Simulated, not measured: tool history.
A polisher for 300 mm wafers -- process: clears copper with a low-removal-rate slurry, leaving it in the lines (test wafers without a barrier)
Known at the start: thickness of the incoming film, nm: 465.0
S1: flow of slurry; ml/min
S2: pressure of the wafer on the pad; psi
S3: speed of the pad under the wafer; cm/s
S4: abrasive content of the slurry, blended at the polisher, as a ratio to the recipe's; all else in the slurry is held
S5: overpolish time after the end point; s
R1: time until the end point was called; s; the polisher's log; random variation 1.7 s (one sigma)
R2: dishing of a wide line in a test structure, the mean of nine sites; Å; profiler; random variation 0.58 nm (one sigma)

Run 1, hour 0: S1 225 ml/min, S2 4.2 psi, S3 136 cm/s, S4 1, S5 17 s. Result: R1 74.929 s, R2 602.44 Å.
Run 2, hour 2.9: S1 225 ml/min, S2 4.2 psi, S3 136 cm/s, S4 0.9, S5 17 s. Result: R1 77.762 s, R2 589.06 Å.
Run 3, hour 7.5: S1 220 ml/min, S2 3.9 psi, S3 136 cm/s, S4 0.9, S5 18 s. Result: R1 84.742 s, R2 584.23 Å.
Run 4, hour 15.6: S1 220 ml/min, S2 3.9 psi, S3 136 cm/s, S4 1, S5 18 s. Result: R1 82.416 s, R2 591.14 Å.
Run 5, hour 23.7: S1 215 ml/min, S2 3.6 psi, S3 136 cm/s, S4 1, S5 19 s. Result: R1 90.349 s, R2 571.34 Å.
Run 6, hour 28.1: S1 215 ml/min, S2 3.1 psi, S3 136 cm/s, S4 1, S5 19 s. Result: R1 102.96 s, R2 518.59 Å.
Run 7, hour 30.3: S1 210 ml/min, S2 3 psi, S3 136 cm/s, S4 1, S5 20 s. Result: R1 107.6 s, R2 525.87 Å.
Run 8, hour 31.3: S1 205 ml/min, S2 3 psi, S3 136 cm/s, S4 1, S5 21 s. Result: R1 108.01 s, R2 535.73 Å.

Estimate the outcome of run 9 from the log above:
Run 9, hour 37.6: S1 205 ml/min, S2 3 psi, S3 136 cm/s, S4 1, S5 21 s. Result: R1 ?, R2 ?.

{"run 9": {"R1": 107.41, "R2": 540.56}}

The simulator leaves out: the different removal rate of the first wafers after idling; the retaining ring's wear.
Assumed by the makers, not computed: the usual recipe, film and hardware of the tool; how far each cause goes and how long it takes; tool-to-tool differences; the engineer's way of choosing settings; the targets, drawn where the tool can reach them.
